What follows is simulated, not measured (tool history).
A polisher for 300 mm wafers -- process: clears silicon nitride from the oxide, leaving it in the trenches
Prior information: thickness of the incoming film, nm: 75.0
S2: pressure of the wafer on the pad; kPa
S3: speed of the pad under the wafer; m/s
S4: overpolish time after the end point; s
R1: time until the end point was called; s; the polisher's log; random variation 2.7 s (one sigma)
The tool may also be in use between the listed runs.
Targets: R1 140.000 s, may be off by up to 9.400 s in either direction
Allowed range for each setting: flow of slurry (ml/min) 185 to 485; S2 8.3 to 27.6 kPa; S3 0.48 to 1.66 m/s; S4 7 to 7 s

run 1 day=0.000 | flow_of_slurry_(ml/min)=310 S2=17.9 S3=1.06 S4=7 | R1=89.122
run 2 day=0.117 | flow_of_slurry_(ml/min)=390 S2=17.9 S3=1.06 S4=7 | R1=85.023
run 3 day=0.142 | flow_of_slurry_(ml/min)=390 S2=15.9 S3=1.04 S4=7 | R1=101.400
run 4 day=0.521 | flow_of_slurry_(ml/min)=390 S2=15.2 S3=1.04 S4=7 | R1=107.480
run 5 day=0.675 | flow_of_slurry_(ml/min)=390 S2=14.5 S3=1.04 S4=7 | R1=110.200
run 6 day=1.000 | flow_of_slurry_(ml/min)=390 S2=14.5 S3=1.14 S4=7 | R1=99.114
run 7 day=1.167 | flow_of_slurry_(ml/min)=390 S2=13.1 S3=1.14 S4=7 | R1=113.950
run 8 day=1.200 | flow_of_slurry_(ml/min)=390 S2=12.4 S3=1.14 S4=7 | R1=118.360
run 9 day=1.575 | flow_of_slurry_(ml/min)=390 S2=11.7 S3=1.14 S4=7 | R1=127.150

4 candidate next runs follow, results not yet known. Just one meets every target within its allowed miss. Identify it.
run A day=1.950 | flow_of_slurry_(ml/min)=405 S2=15.2 S3=0.94 S4=7 | R1=?
run B day=1.950 | flow_of_slurry_(ml/min)=320 S2=12.4 S3=1.34 S4=7 | R1=?
run C day=1.950 | flow_of_slurry_(ml/min)=420 S2=11.0 S3=1.24 S4=7 | R1=?
run D day=1.950 | flow_of_slurry_(ml/min)=375 S2=11.0 S3=1.02 S4=7 | R1=?

move=A R1=112.310
move=B R1=109.880
move=C R1=127.120
move=D R1=145.610
A: misses by more than the last run did
B: misses by more than the last run did
C: no nearer and no further than the last run
D: all results in spec
D is the move that brings every result within its allowed miss.
